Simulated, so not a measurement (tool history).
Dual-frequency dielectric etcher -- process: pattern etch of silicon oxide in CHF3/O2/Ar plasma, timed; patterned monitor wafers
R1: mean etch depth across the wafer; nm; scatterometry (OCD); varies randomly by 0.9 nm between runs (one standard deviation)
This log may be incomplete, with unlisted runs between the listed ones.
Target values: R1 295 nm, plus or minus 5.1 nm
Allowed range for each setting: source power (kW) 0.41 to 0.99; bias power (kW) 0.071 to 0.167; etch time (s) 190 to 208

run 1 hour=0 | source_power_(kW)=0.7 bias_power_(kW)=0.119 etch_time_(s)=208 | R1=377.88
run 2 hour=5.9 | source_power_(kW)=0.75 bias_power_(kW)=0.119 etch_time_(s)=208 | R1=391.62
run 3 hour=13.1 | source_power_(kW)=0.7 bias_power_(kW)=0.115 etch_time_(s)=207.5 | R1=370.54
run 4 hour=13.9 | source_power_(kW)=0.66 bias_power_(kW)=0.113 etch_time_(s)=207.5 | R1=355.92
run 5 hour=17.1 | source_power_(kW)=0.58 bias_power_(kW)=0.113 etch_time_(s)=207.5 | R1=326.28
run 6 hour=19.4 | source_power_(kW)=0.56 bias_power_(kW)=0.113 etch_time_(s)=207.5 | R1=318.55
run 7 hour=21.2 | source_power_(kW)=0.55 bias_power_(kW)=0.113 etch_time_(s)=207.5 | R1=314.73
run 8 hour=23.6 | source_power_(kW)=0.54 bias_power_(kW)=0.113 etch_time_(s)=207.5 | R1=309.79
run 9 hour=24.7 | source_power_(kW)=0.53 bias_power_(kW)=0.113 etch_time_(s)=207.5 | R1=305.99
run 10 hour=25.9 | source_power_(kW)=0.52 bias_power_(kW)=0.113 etch_time_(s)=207.5 | R1=299.09

5 next moves are on the table. One of them brings every result within its allowed miss. Which?
run A hour=27.1 | source_power_(kW)=0.6 bias_power_(kW)=0.118 etch_time_(s)=190 | R1=?
run B hour=27.1 | source_power_(kW)=0.59 bias_power_(kW)=0.104 etch_time_(s)=194.5 | R1=?
run C hour=27.1 | source_power_(kW)=0.48 bias_power_(kW)=0.142 etch_time_(s)=205 | R1=?
run D hour=27.1 | source_power_(kW)=0.5 bias_power_(kW)=0.113 etch_time_(s)=203 | R1=?
run E hour=27.1 | source_power_(kW)=0.51 bias_power_(kW)=0.127 etch_time_(s)=208 | R1=?

move=A R1=310.44
move=B R1=305.22
move=C R1=295.57
move=D R1=286.23
move=E R1=306.49
A: further off than the last run
B: further off than the last run
C: meets every target
D: moves the result that the last run missed by most past its target, out the other side
E: further off than the last run
Move C is the one to make.
